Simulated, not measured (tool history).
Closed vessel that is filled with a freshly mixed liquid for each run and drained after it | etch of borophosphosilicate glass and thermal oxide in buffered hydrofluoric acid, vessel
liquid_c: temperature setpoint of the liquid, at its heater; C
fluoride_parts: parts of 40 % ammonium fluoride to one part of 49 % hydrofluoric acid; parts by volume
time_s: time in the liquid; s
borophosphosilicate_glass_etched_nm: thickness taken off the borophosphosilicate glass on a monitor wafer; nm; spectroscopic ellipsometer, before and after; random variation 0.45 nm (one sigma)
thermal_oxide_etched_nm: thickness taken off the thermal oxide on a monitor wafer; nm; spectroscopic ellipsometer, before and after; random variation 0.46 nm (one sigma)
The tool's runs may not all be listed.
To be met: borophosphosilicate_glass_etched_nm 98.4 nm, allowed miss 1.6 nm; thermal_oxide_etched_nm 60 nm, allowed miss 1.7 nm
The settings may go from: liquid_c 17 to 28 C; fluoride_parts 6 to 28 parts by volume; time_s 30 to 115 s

| run | day | liquid_c | fluoride_parts | time_s | borophosphosilicate_glass_etched_nm | thermal_oxide_etched_nm |
|---|---|---|---|---|---|---|
| 1 | 0 | 20 | 17 | 60 | 55.33 | 33.69 |
| 2 | 0.142 | 22 | 17 | 60 | 61.77 | 37.768 |
| 3 | 0.408 | 22.5 | 16.5 | 60 | 64.879 | 40.024 |
| 4 | 0.588 | 23 | 16 | 60 | 68.898 | 42.26 |
| 5 | 0.733 | 23.5 | 16 | 60 | 71.222 | 42.743 |
| 6 | 0.946 | 23.5 | 16 | 75 | 88.64 | 54.048 |
| 7 | 1.183 | 24.5 | 16 | 75 | 93.178 | 57.292 |
| 8 | 1.438 | 25 | 16 | 75 | 96.437 | 59.113 |

Which of these 5 next moves meets every target?
| A | 1.692 | 26.5 | 14 | 60 | ? | ? |
| B | 1.692 | 26.5 | 10.5 | 45 | ? | ? |
| C | 1.692 | 28 | 9.5 | 40 | ? | ? |
| D | 1.692 | 24 | 6 | 30 | ? | ? |
| E | 1.692 | 22.5 | 15 | 80 | ? | ? |

| move | borophosphosilicate_glass_etched_nm | thermal_oxide_etched_nm |
|---|---|---|
| A | 95.537 | 58.773 |
| B | 95.056 | 58.384 |
| C | 99.123 | 60.887 |
| D | 93.847 | 57.148 |
| E | 95.929 | 58.903 |
A: further off than the last run
B: further off than the last run
C: meets every target
D: further off than the last run
E: further off than the last run
Move C is the one to make.

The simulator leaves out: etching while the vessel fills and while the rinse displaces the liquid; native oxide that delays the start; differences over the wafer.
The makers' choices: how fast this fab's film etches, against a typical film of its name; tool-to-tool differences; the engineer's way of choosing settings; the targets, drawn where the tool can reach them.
